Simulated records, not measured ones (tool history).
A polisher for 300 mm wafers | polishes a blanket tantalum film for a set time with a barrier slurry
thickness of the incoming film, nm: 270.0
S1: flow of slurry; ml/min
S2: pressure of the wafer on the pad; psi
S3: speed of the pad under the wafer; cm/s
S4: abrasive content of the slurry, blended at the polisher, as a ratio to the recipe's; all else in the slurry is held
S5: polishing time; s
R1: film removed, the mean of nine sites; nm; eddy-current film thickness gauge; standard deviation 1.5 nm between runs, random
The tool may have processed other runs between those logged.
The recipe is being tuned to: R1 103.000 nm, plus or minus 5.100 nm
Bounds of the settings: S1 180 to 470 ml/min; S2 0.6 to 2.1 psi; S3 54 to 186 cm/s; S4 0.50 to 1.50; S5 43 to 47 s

run,hour,S1,S2,S3,S4,S5,R1
1,0.0,300,1.3,118,1.00,47,54.926
2,8.4,300,1.5,120,1.00,47,61.156
3,15.8,300,1.7,128,1.00,47,74.160
4,18.7,235,1.7,128,1.00,47,73.418
5,19.5,295,1.7,128,1.00,47,74.194
6,27.9,295,1.7,128,0.85,47,71.670
7,34.1,295,2.1,136,0.85,47,88.681
8,39.5,295,2.1,140,0.85,47,93.862

Which single option among these 4 for the next run brings every result within its allowed miss of target? Just one does.
A,44.9,305,2.1,118,1.00,44,?
B,44.9,295,1.9,164,0.70,47,?
C,44.9,240,1.9,186,0.75,47,?
D,44.9,300,2.1,148,0.70,44,?

move,R1
A,81.993
B,92.890
C,103.050
D,88.307
A: lands further from the targets than the last run did
B: lands further from the targets than the last run did
C: all results land within tolerance of their targets
D: lands further from the targets than the last run did
Go with C: it meets all targets.
